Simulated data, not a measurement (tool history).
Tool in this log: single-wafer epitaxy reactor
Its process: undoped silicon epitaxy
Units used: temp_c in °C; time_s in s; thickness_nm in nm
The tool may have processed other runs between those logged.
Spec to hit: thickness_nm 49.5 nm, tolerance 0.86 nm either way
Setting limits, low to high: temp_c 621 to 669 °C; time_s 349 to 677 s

| run | hour | temp_c | time_s | thickness_nm |
|---|---|---|---|---|
| 1 | 0 | 645 | 513 | 71.589 |
| 2 | 8.7 | 650 | 513 | 80.795 |
| 3 | 16.2 | 648 | 513 | 77.301 |
| 4 | 17.4 | 648 | 586 | 88.231 |
| 5 | 19.3 | 648 | 619 | 93.347 |
| 6 | 20.1 | 644 | 619 | 83.716 |
| 7 | 21.5 | 642 | 619 | 79.415 |
| 8 | 24.1 | 642 | 619 | 79.508 |
| 9 | 30.3 | 640 | 619 | 76.497 |
| 10 | 30.9 | 638 | 619 | 72.231 |
| 11 | 32.4 | 636 | 619 | 68.639 |
| 12 | 39.5 | 634 | 619 | 65.2 |
| 13 | 40.3 | 633 | 619 | 63.506 |

Exercise: of the 5 proposed moves below, exactly one satisfies all targets within the stated allowed misses. Which move is it?
| A | 41.1 | 635 | 635 | ? |
| B | 41.1 | 621 | 588 | ? |
| C | 41.1 | 646 | 567 | ? |
| D | 41.1 | 623 | 632 | ? |
| E | 41.1 | 635 | 646 | ? |

| move | thickness_nm |
|---|---|
| A | 68.521 |
| B | 43.964 |
| C | 80.9 |
| D | 49.836 |
| E | 69.708 |
A: the biggest miss grows against the last run
B: moves the result that the last run missed by most past its target, out the other side
C: the biggest miss grows against the last run
D: all results land within tolerance of their targets
E: the biggest miss grows against the last run
The right move is D.
